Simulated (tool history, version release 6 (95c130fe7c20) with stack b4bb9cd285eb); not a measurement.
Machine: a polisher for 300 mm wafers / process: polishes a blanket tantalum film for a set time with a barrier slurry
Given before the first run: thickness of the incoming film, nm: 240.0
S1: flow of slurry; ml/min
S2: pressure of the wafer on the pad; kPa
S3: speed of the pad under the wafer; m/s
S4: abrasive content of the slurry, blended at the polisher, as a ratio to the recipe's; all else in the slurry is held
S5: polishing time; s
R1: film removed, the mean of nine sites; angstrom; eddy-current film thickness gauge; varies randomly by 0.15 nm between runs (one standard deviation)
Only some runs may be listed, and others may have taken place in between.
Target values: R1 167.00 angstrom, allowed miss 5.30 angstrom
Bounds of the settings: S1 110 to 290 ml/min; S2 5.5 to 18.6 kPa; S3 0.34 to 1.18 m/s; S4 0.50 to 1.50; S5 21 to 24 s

run	hour	S1	S2	S3	S4	S5	R1
1	0.0	185	11.7	0.76	1.00	24	295.88
2	3.3	185	11.7	0.76	0.85	24	276.89
3	9.7	180	9.7	0.76	0.85	24	237.48
4	14.7	180	10.3	0.76	0.85	24	246.95
5	15.4	180	10.3	0.58	0.85	24	214.37
6	18.2	180	10.3	0.58	0.95	24	220.58
7	21.8	175	9.7	0.58	0.95	24	206.69
8	26.4	170	9.0	0.58	0.95	24	194.64
9	27.1	165	8.3	0.58	0.95	24	175.94
10	29.8	160	8.3	0.58	0.95	24	178.77
11	31.0	155	8.3	0.58	0.95	24	177.96
12	35.8	150	8.3	0.58	0.95	24	175.29
13	41.5	145	8.3	0.58	0.95	24	179.64

Which of these 4 next moves meets every target?
A	47.2	140	7.6	0.60	1.00	22	?
B	47.2	110	7.6	0.62	0.85	23	?
C	47.2	130	7.6	0.72	1.05	21	?
D	47.2	150	9.0	0.48	0.95	22	?

move	R1
A	154.36
B	152.00
C	165.66
D	157.60
A: moves the result that the last run missed by most past its target, out the other side
B: moves the result that the last run missed by most past its target, out the other side
C: every result within its allowed miss
D: moves the result that the last run missed by most past its target, out the other side
Go with C: it meets all targets.
